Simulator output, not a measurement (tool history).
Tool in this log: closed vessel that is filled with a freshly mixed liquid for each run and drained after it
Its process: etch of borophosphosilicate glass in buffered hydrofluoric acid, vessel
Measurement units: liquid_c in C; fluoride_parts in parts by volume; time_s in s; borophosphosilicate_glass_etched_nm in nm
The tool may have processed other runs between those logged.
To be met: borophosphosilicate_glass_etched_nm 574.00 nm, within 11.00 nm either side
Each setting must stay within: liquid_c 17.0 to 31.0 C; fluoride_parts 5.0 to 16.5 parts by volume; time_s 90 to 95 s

run,day,liquid_c,fluoride_parts,time_s,borophosphosilicate_glass_etched_nm
1,0.000,23.0,10.0,90,326.56
2,0.058,25.5,10.0,90,376.17
3,0.379,25.5,10.0,95,395.83
4,0.592,25.5,12.0,95,330.21
5,0.829,25.5,12.0,90,314.38
6,1.146,22.5,12.0,90,269.68
7,1.317,26.5,9.0,90,421.69
8,1.446,27.5,8.5,90,472.74
9,1.829,28.5,8.5,90,496.99

Of the 4 settings listed for the next run, only one would bring every result within its allowed miss of target. Which one?
A,2.212,29.5,8.0,95,?
B,2.212,22.5,6.0,95,?
C,2.212,30.5,8.5,90,?
D,2.212,26.0,7.0,95,?

move,borophosphosilicate_glass_etched_nm
A,594.73
B,543.92
C,555.41
D,572.50
A: takes the biggest miss from the last run beyond its target
B: nearer than the last run, and not there yet
C: nearer than the last run, and not there yet
D: each result inside its tolerance
The right move is D.

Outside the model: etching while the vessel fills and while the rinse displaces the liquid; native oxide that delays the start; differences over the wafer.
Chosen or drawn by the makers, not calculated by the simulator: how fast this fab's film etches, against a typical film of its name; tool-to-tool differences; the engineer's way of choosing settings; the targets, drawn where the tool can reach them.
